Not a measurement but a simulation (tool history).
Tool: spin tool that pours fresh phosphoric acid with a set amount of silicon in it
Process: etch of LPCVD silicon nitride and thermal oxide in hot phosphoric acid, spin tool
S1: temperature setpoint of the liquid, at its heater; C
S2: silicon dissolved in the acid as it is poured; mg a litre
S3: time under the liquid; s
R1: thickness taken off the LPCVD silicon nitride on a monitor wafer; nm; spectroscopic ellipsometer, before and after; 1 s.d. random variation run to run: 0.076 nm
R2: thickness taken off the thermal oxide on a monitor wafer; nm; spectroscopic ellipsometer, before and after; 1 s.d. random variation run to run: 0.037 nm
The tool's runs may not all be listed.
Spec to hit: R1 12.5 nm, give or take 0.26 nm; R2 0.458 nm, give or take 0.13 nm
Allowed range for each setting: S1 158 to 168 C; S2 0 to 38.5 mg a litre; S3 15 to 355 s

run	hour	S1	S2	S3	R1	R2
1	0	163	17	180	17.677	0.47707
2	5.9	164	17	180	18.099	0.48806
3	9.4	164	17	250	25.249	0.64402
4	10.9	163.5	15.5	230	22.798	0.659
5	15	163	15	215	21.06	0.52222
6	16.5	163	14	200	19.545	0.51108
7	23.1	163	12	185	18.231	0.52281
8	30.9	163	10.5	175	16.904	0.53316
9	36.5	160.5	0	145	13.118	0.4414

Of the 5 settings listed for the next run, only one would bring every result within its allowed miss of target. Which one?
A	42.1	160	1.5	155	?	?
B	42.1	160.5	1.5	150	?	?
C	42.1	159.5	6.5	150	?	?
D	42.1	160.5	0	150	?	?
E	42.1	160	0	140	?	?

move	R1	R2
A	13.802	0.49266
B	13.583	0.49474
C	13.134	0.41647
D	13.583	0.50861
E	12.467	0.45746
A: its largest miss is bigger than the last run's
B: its largest miss is bigger than the last run's
C: no better and no worse than the last run
D: its largest miss is bigger than the last run's
E: meets every target
Answer: E
